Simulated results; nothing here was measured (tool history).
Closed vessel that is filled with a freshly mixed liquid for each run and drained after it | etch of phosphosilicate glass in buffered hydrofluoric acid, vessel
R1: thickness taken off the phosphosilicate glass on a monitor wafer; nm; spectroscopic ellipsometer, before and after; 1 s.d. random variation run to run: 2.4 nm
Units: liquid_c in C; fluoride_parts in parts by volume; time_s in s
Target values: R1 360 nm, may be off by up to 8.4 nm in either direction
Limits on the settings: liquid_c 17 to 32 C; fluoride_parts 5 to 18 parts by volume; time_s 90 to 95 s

{"run": 1, "hour": 0.0, "liquid_c": 24, "fluoride_parts": 11, "time_s": 90, "R1": 554.13}
{"run": 2, "hour": 5.3, "liquid_c": 21.5, "fluoride_parts": 11.5, "time_s": 90, "R1": 457.87}
{"run": 3, "hour": 13.6, "liquid_c": 20, "fluoride_parts": 11.5, "time_s": 90, "R1": 422.73}
{"run": 4, "hour": 21.5, "liquid_c": 20, "fluoride_parts": 11.5, "time_s": 90, "R1": 425.8}
{"run": 5, "hour": 29.8, "liquid_c": 19, "fluoride_parts": 11.5, "time_s": 90, "R1": 400.38}
{"hour": 38.5, "done": "hydrofluoric acid flow meter replaced"}
{"run": 6, "hour": 38.5, "liquid_c": 19, "fluoride_parts": 11.5, "time_s": 95, "R1": 441.9}
{"run": 7, "hour": 45.1, "liquid_c": 18.5, "fluoride_parts": 12, "time_s": 95, "R1": 414.67}
{"run": 8, "hour": 51.2, "liquid_c": 18, "fluoride_parts": 12.5, "time_s": 95, "R1": 393.36}
{"run": 9, "hour": 59.9, "liquid_c": 18, "fluoride_parts": 12.5, "time_s": 95, "R1": 389.1}
{"run": 10, "hour": 60.5, "liquid_c": 18, "fluoride_parts": 12.5, "time_s": 95, "R1": 390.67}
{"run": 11, "hour": 62.7, "liquid_c": 17.5, "fluoride_parts": 12.5, "time_s": 95, "R1": 376.27}
{"run": 12, "hour": 69.1, "liquid_c": 17.5, "fluoride_parts": 12.5, "time_s": 95, "R1": 381.62}

Pick the move, out of 4, that brings all results within their allowed miss; only one does.
{"run": "A", "hour": 75.5, "liquid_c": 17.5, "fluoride_parts": 11, "time_s": 90, "R1": "?"}
{"run": "B", "hour": 75.5, "liquid_c": 20, "fluoride_parts": 13, "time_s": 95, "R1": "?"}
{"run": "C", "hour": 75.5, "liquid_c": 17.5, "fluoride_parts": 12.5, "time_s": 90, "R1": "?"}
{"run": "D", "hour": 75.5, "liquid_c": 23, "fluoride_parts": 15, "time_s": 90, "R1": "?"}

move=A R1=403.27
move=B R1=416.32
move=C R1=355.88
move=D R1=404.81
A: further off than the last run
B: further off than the last run
C: every result within its allowed miss
D: further off than the last run
Correct choice: C, which meets every target

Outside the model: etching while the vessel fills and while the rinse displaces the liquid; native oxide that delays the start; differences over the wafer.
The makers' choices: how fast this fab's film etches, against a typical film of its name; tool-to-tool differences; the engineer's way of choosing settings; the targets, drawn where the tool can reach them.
